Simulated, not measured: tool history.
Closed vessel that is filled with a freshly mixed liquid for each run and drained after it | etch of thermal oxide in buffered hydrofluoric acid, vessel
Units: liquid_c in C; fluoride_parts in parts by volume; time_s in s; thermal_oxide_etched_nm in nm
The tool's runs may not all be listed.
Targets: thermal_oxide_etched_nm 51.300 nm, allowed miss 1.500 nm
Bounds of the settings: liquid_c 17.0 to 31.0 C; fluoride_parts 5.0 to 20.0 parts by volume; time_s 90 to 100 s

run,hour,liquid_c,fluoride_parts,time_s,thermal_oxide_etched_nm
1,0.0,23.0,12.0,90,81.059
2,6.0,23.0,12.0,100,90.905
3,7.5,23.0,14.0,100,76.446
4,9.9,21.5,14.0,100,69.672
5,18.9,19.5,14.0,100,63.455
6,25.8,19.5,14.0,90,57.131
7,26.6,19.0,14.0,90,55.861
8,32.2,18.5,14.0,90,54.073

Which of these 5 next moves meets every target?
A,37.8,17.5,14.0,100,?
B,37.8,17.5,16.0,95,?
C,37.8,17.0,13.5,90,?
D,37.8,20.0,15.0,95,?
E,37.8,19.0,14.0,90,?

move,thermal_oxide_etched_nm
A,55.950
B,46.607
C,50.718
D,57.206
E,54.826
A: further off than the last run
B: takes the result that was furthest off past its target
C: meets every target
D: further off than the last run
E: further off than the last run
Move C is the one to make.
